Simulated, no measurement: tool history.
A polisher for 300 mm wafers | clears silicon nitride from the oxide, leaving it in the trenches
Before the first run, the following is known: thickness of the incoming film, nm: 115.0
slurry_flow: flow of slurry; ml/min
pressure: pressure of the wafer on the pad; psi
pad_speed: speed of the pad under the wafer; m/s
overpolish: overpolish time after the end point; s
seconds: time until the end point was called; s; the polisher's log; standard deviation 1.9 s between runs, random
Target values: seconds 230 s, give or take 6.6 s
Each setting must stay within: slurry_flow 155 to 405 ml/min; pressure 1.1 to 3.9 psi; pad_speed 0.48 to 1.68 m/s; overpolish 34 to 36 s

run,hour,slurry_flow,pressure,pad_speed,overpolish,seconds
1,0,260,2.5,1.08,34,137.57
2,1.2,285,2.5,1.08,34,135.33
3,3.6,285,2.5,1.08,34,135.85
4,12.3,285,2.5,1.08,36,137.01
5,15,285,2.5,1.08,36,134.65
6,16.8,325,2.5,1.08,36,135.14
7,24.9,325,1.8,1.06,36,189.07
8,27.8,325,1.7,1.06,36,201.75
9,33.3,325,1.6,1.06,36,208.33

Exercise: of the 5 proposed moves below, exactly one satisfies all targets within the stated allowed misses. Which move is it?
A,38.8,335,1.7,1.1,36,?
B,38.8,355,1.9,0.74,34,?
C,38.8,320,1.4,1.12,36,?
D,38.8,330,1.7,1.16,34,?
E,38.8,370,2,0.96,34,?

move,seconds
A,194.11
B,254.75
C,230.17
D,184.53
E,188.3
A: further off than the last run
B: carries the result that was furthest off beyond its target, to the other side
C: each result inside its tolerance
D: further off than the last run
E: further off than the last run
The move that meets every target is C.

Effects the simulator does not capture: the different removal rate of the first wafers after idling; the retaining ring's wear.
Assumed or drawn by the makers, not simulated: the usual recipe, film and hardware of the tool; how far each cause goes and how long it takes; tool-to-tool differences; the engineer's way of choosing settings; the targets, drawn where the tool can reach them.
